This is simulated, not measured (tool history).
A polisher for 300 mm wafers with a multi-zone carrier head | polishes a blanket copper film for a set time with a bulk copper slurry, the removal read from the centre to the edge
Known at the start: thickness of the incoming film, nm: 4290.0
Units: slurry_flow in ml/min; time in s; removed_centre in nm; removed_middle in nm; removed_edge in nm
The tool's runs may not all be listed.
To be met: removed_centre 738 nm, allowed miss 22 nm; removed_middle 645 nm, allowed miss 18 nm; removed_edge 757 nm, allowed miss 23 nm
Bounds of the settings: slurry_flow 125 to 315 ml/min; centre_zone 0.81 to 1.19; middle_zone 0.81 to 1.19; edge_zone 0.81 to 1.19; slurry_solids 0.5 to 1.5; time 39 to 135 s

| run | hour | slurry_flow | centre_zone | middle_zone | edge_zone | slurry_solids | time | removed_centre | removed_middle | removed_edge |
|---|---|---|---|---|---|---|---|---|---|---|
| 1 | 0 | 205 | 1 | 1 | 1 | 1 | 87 | 805.29 | 791.4 | 802.93 |
| 2 | 0.9 | 205 | 1 | 1.06 | 1 | 1 | 87 | 794.1 | 826.55 | 800.96 |
| 3 | 3.5 | 205 | 1 | 1.06 | 0.92 | 1 | 87 | 795.89 | 838.39 | 790.04 |
| 4 | 12.3 | 190 | 0.99 | 0.98 | 0.94 | 0.95 | 87 | 772.62 | 740.73 | 772.58 |
| 5 | 20.4 | 190 | 0.99 | 0.98 | 0.94 | 0.95 | 98 | 868.79 | 855.62 | 873.24 |
| 6 | 29.2 | 190 | 0.99 | 0.98 | 1.01 | 0.95 | 98 | 878.24 | 853.39 | 890.94 |
| 7 | 32.4 | 180 | 0.98 | 0.94 | 0.98 | 0.8 | 97 | 814.49 | 766.18 | 830.34 |
| 8 | 38.2 | 170 | 0.97 | 0.91 | 0.95 | 0.75 | 97 | 771.5 | 731.99 | 789.02 |
| 9 | 40.2 | 160 | 0.97 | 0.88 | 0.95 | 0.75 | 97 | 758.4 | 705.15 | 788.19 |
| 10 | 46.2 | 155 | 0.98 | 0.86 | 0.94 | 0.75 | 97 | 767.7 | 679.23 | 781.75 |
| 11 | 53.4 | 150 | 0.98 | 0.85 | 0.93 | 0.75 | 97 | 756.35 | 672.28 | 774.86 |

4 next moves are on the table. One of them brings every result within its allowed miss. Which?
| A | 60.6 | 130 | 0.99 | 0.85 | 0.94 | 0.8 | 96 | ? | ? | ? |
| B | 60.6 | 175 | 0.97 | 0.88 | 0.93 | 0.7 | 98 | ? | ? | ? |
| C | 60.6 | 145 | 0.99 | 0.91 | 0.9 | 0.8 | 96 | ? | ? | ? |
| D | 60.6 | 150 | 0.99 | 0.89 | 0.89 | 0.75 | 95 | ? | ? | ? |

| move | removed_centre | removed_middle | removed_edge |
|---|---|---|---|
| A | 754.84 | 654.78 | 762.67 |
| B | 788.23 | 710.23 | 784.4 |
| C | 779.18 | 712.23 | 761.63 |
| D | 764.67 | 685.62 | 741.55 |
A: meets every target
B: further off than the last run
C: further off than the last run
D: further off than the last run
The right move is A.
